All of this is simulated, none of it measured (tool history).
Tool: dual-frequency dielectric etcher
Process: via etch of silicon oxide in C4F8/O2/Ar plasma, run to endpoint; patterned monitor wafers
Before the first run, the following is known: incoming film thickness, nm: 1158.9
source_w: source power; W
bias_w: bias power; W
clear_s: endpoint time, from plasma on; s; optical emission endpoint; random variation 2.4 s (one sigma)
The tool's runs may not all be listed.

{"run": 1, "day": 0.0, "source_w": 1450, "bias_w": 2342, "clear_s": 249.54}
{"run": 2, "day": 0.208, "source_w": 1210, "bias_w": 2342, "clear_s": 275.51}
{"run": 3, "day": 0.458, "source_w": 1210, "bias_w": 2567, "clear_s": 265.44}
{"run": 4, "day": 0.783, "source_w": 1130, "bias_w": 2531, "clear_s": 274.72}
{"run": 5, "day": 0.817, "source_w": 1080, "bias_w": 2506, "clear_s": 282.32}
{"run": 6, "day": 0.988, "source_w": 1080, "bias_w": 2660, "clear_s": 277.23}
{"run": 7, "day": 1.321, "source_w": 880, "bias_w": 2503, "clear_s": 317.54}

What will run 8 give?
{"run": 8, "day": 1.604, "source_w": 920, "bias_w": 2515, "clear_s": "?"}

{"run 8": {"clear_s": 303.81}}
